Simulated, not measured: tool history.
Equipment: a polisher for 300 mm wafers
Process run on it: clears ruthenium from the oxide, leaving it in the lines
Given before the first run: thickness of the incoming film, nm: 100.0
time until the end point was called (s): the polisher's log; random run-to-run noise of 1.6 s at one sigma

| run | day | flow of slurry (ml/min) | pressure of the wafer on the pad (psi) | speed of the pad under the wafer (cm/s) | overpolish time after the end point (s) | time until the end point was called (s) |
|---|---|---|---|---|---|---|
| 1 | 0.000 | 210 | 2.3 | 80 | 4 | 129.730 |
| 2 | 0.271 | 245 | 2.3 | 80 | 4 | 122.970 |
| 3 | 0.442 | 250 | 2.4 | 80 | 4 | 119.670 |
| 4 | 0.483 | 250 | 2.5 | 80 | 4 | 115.480 |
| 5 | 0.750 | 250 | 2.5 | 80 | 4 | 117.160 |
| 6 | 0.862 | 250 | 2.6 | 82 | 4 | 107.600 |
| 7 | 1.150 | 250 | 2.7 | 82 | 4 | 107.110 |

Run 8 has not been measured yet. What should we expect?
| 8 | 1.221 | 250 | 2.8 | 82 | 4 | ? |

time until the end point was called (s): 99.888

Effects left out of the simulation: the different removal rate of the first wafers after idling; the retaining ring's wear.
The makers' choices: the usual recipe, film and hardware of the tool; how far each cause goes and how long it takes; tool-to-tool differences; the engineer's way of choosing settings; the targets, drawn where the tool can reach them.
